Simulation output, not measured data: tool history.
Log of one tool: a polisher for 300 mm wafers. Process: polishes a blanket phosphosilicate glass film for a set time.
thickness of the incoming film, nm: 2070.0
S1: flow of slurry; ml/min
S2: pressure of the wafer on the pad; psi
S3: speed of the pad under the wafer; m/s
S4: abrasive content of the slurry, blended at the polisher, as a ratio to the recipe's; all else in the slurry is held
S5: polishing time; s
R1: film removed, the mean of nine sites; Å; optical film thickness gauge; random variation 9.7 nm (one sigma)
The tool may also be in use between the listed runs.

{"run": 1, "hour": 0.0, "S1": 240, "S2": 3.3, "S3": 0.98, "S4": 1, "S5": 49, "R1": 4333.3}
{"run": 2, "hour": 4.9, "S1": 240, "S2": 3.7, "S3": 1, "S4": 1, "S5": 49, "R1": 4991.3}
{"run": 3, "hour": 11.8, "S1": 240, "S2": 3.7, "S3": 1, "S4": 1.15, "S5": 49, "R1": 5236.8}
{"run": 4, "hour": 17.9, "S1": 240, "S2": 3.9, "S3": 1, "S4": 1.15, "S5": 49, "R1": 5681.9}
{"run": 5, "hour": 24.6, "S1": 240, "S2": 4.1, "S3": 1, "S4": 1.15, "S5": 49, "R1": 5785.9}
{"run": 6, "hour": 26.2, "S1": 240, "S2": 4.3, "S3": 1, "S4": 1.15, "S5": 49, "R1": 6092.1}
{"run": 7, "hour": 30.5, "S1": 240, "S2": 4.4, "S3": 1, "S4": 1.15, "S5": 49, "R1": 6144.7}
{"run": 8, "hour": 37.7, "S1": 240, "S2": 4.5, "S3": 1, "S4": 1.15, "S5": 49, "R1": 6374.4}

The next listed run, before its measurement:
{"run": 9, "hour": 45.2, "S1": 240, "S2": 4.6, "S3": 1, "S4": 1.15, "S5": 49, "R1": "?"}

R1: 6614 Å
